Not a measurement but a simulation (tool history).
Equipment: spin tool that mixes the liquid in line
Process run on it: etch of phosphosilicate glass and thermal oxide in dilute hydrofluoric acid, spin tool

run,hour,temperature setpoint of the liquid (C),parts of water to one part of 49 % hydrofluoric acid (parts by volume),time under the liquid (s),thickness taken off the phosphosilicate glass on a monitor wafer (angstrom),thickness taken off the thermal oxide on a monitor wafer (angstrom)
1,0.0,24.0,240,30,130.55,4.5852
2,7.7,24.0,205,30,158.02,6.5607
3,14.2,27.5,205,30,179.19,6.8301
4,23.1,27.5,205,35,209.78,7.4657
5,25.1,28.0,200,35,219.41,8.9398
6,30.7,28.5,195,35,229.12,8.2136
7,33.3,29.0,190,35,241.64,9.1830
8,34.2,29.5,185,35,253.29,8.6409

Run 9 is up next; what results do you expect?
9,40.9,29.5,180,35,?,?

Run 9 produced thickness taken off the phosphosilicate glass on a monitor wafer (angstrom) 262.69, thickness taken off the thermal oxide on a monitor wafer (angstrom) 8.3183.
